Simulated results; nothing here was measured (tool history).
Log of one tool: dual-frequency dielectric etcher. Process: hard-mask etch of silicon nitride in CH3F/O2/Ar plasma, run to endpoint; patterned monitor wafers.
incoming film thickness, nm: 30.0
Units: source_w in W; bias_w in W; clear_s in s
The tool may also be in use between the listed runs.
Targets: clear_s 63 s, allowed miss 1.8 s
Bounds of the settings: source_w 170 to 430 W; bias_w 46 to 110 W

run	hour	source_w	bias_w	clear_s
1	0	300	78	50.744
2	8	300	92	46.319
3	15	270	85	51.178
4	16.2	270	78	53.338
5	18.8	310	78	49.745
6	23.5	280	76	52.874
7	29.3	260	75	55.194
8	36.2	240	74	57.948
9	42.8	230	73	59.3
10	46.9	220	73	60.947

Which of these 4 next moves meets every target?
A	51	230	66	?
B	51	180	73	?
C	51	190	67	?
D	51	220	79	?

move	clear_s
A	62.333
B	67.386
C	68.185
D	58.195
A: meets every target
B: takes the result that was furthest off past its target
C: takes the result that was furthest off past its target
D: further off than the last run
The right move is A.

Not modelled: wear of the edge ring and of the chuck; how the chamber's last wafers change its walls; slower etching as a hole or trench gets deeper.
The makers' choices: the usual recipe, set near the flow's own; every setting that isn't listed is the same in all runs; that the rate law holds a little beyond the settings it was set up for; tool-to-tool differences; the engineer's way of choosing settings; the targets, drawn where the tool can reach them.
